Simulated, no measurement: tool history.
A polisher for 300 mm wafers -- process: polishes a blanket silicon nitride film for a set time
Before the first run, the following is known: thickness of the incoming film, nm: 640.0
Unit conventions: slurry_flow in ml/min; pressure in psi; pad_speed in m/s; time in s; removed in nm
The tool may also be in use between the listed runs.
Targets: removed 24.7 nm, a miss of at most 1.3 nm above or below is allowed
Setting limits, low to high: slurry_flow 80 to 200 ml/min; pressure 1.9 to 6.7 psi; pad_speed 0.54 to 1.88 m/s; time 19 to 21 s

run 1 hour=0 | slurry_flow=130 pressure=4.3 pad_speed=1.2 time=21 | removed=55.26
run 2 hour=4.7 | slurry_flow=145 pressure=4.3 pad_speed=1.2 time=21 | removed=57.966
run 3 hour=7.7 | slurry_flow=140 pressure=3.9 pad_speed=1.14 time=21 | removed=49.139
run 4 hour=12.1 | slurry_flow=135 pressure=3.5 pad_speed=1.1 time=21 | removed=44.372
run 5 hour=20.4 | slurry_flow=135 pressure=3.5 pad_speed=1 time=21 | removed=40.371
-- hour=22.3 head pressure recalibrated
run 6 hour=22.3 | slurry_flow=135 pressure=3.2 pad_speed=0.98 time=21 | removed=41.006
run 7 hour=30.9 | slurry_flow=100 pressure=2 pad_speed=0.64 time=19 | removed=17.341
run 8 hour=31.9 | slurry_flow=110 pressure=2.1 pad_speed=0.64 time=19 | removed=18.364
run 9 hour=32.8 | slurry_flow=120 pressure=2.2 pad_speed=0.64 time=19 | removed=18.778
run 10 hour=35.6 | slurry_flow=120 pressure=2.4 pad_speed=0.64 time=19 | removed=20.824
run 11 hour=41.9 | slurry_flow=125 pressure=2.4 pad_speed=0.64 time=19 | removed=20.8
run 12 hour=44 | slurry_flow=130 pressure=2.5 pad_speed=0.64 time=19 | removed=21.284
run 13 hour=51 | slurry_flow=135 pressure=2.6 pad_speed=0.64 time=19 | removed=22.601
run 14 hour=51.8 | slurry_flow=140 pressure=2.6 pad_speed=0.64 time=19 | removed=22.289
run 15 hour=52.7 | slurry_flow=140 pressure=2.7 pad_speed=0.64 time=19 | removed=23.01

Exactly one of the 4 candidate moves below puts every result within its allowed miss. Which one?
run A hour=53.6 | slurry_flow=135 pressure=3.4 pad_speed=0.64 time=19 | removed=?
run B hour=53.6 | slurry_flow=115 pressure=2.1 pad_speed=0.84 time=19 | removed=?
run C hour=53.6 | slurry_flow=125 pressure=2.6 pad_speed=0.68 time=20 | removed=?
run D hour=53.6 | slurry_flow=155 pressure=2.4 pad_speed=0.66 time=19 | removed=?

move=A removed=27.863
move=B removed=22.995
move=C removed=24.447
move=D removed=21.958
A: pushes the last run's worst result past its target
B: as far off as the last run
C: meets every target
D: lands further from the targets than the last run did
Answer: C
